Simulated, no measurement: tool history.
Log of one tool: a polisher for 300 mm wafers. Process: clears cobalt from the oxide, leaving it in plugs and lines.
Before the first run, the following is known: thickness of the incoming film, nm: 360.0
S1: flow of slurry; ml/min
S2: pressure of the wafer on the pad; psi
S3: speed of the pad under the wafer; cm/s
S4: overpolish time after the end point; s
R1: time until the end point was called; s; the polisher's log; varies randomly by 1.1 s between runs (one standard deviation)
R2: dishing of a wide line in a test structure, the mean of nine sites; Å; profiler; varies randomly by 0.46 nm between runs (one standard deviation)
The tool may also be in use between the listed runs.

run,hour,S1,S2,S3,S4,R1,R2
1,0,300,1.5,112,21,92.353,389.74
2,5.2,335,1.5,112,21,93.24,389.37
3,11.2,335,1.5,112,20,92.196,381.8
4,17.9,335,1.5,112,28,91.969,431.58
5,20,335,1.3,112,28,106.98,403.31
# hour 25.7: head pressure recalibrated
6,25.7,335,1.3,124,28,103.77,407.56
7,28.9,335,1,124,18,131.52,298.59
8,35.1,340,1.2,124,9,111.43,214.55
9,41.4,335,1.1,126,16,118.34,296.51
10,44.4,335,1.1,126,16,120.12,298.84
11,46.4,340,1.1,126,16,119.91,299.98
12,51.3,340,1.1,126,9,119.88,201.97

Forecast run 13:
13,55.7,335,1.1,126,10,?,?

{"run 13": {"R1": 121.04, "R2": 217.17}}
